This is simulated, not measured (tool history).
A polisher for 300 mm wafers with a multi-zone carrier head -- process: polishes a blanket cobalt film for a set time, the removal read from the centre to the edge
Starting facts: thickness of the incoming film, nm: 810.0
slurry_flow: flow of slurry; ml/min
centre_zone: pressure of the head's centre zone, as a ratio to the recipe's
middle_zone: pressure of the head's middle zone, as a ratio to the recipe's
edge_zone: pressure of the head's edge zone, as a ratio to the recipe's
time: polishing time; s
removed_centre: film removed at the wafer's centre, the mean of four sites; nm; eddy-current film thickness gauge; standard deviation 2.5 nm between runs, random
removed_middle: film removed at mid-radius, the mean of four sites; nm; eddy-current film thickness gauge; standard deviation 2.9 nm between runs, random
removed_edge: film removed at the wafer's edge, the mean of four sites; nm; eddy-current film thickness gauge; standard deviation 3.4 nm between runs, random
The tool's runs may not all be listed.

{"run": 1, "hour": 0.0, "slurry_flow": 140, "centre_zone": 1.0, "middle_zone": 1.0, "edge_zone": 1.0, "time": 47, "removed_centre": 311.14, "removed_middle": 304.16, "removed_edge": 308.55}
{"run": 2, "hour": 2.4, "slurry_flow": 155, "centre_zone": 1.02, "middle_zone": 1.01, "edge_zone": 1.05, "time": 48, "removed_centre": 328.31, "removed_middle": 318.56, "removed_edge": 330.29}
{"run": 3, "hour": 5.1, "slurry_flow": 155, "centre_zone": 1.02, "middle_zone": 0.93, "edge_zone": 1.05, "time": 48, "removed_centre": 329.26, "removed_middle": 302.09, "removed_edge": 329.86}
{"run": 4, "hour": 12.1, "slurry_flow": 155, "centre_zone": 1.02, "middle_zone": 0.93, "edge_zone": 1.05, "time": 43, "removed_centre": 292.36, "removed_middle": 267.84, "removed_edge": 299.14}
{"run": 5, "hour": 19.9, "slurry_flow": 170, "centre_zone": 1.05, "middle_zone": 0.97, "edge_zone": 1.08, "time": 45, "removed_centre": 322.02, "removed_middle": 293.9, "removed_edge": 316.75}
{"run": 6, "hour": 27.2, "slurry_flow": 175, "centre_zone": 1.06, "middle_zone": 0.99, "edge_zone": 1.1, "time": 47, "removed_centre": 342.42, "removed_middle": 307.62, "removed_edge": 335.27}
{"run": 7, "hour": 28.6, "slurry_flow": 180, "centre_zone": 1.07, "middle_zone": 1.02, "edge_zone": 1.12, "time": 48, "removed_centre": 353.9, "removed_middle": 327.93, "removed_edge": 347.75}

Expected results for the next run?
{"run": 8, "hour": 30.6, "slurry_flow": 215, "centre_zone": 1.13, "middle_zone": 1.05, "edge_zone": 1.19, "time": 50, "removed_centre": "?", "removed_middle": "?", "removed_edge": "?"}

{"run 8": {"removed_centre": 385.88, "removed_middle": 355.83, "removed_edge": 378.57}}

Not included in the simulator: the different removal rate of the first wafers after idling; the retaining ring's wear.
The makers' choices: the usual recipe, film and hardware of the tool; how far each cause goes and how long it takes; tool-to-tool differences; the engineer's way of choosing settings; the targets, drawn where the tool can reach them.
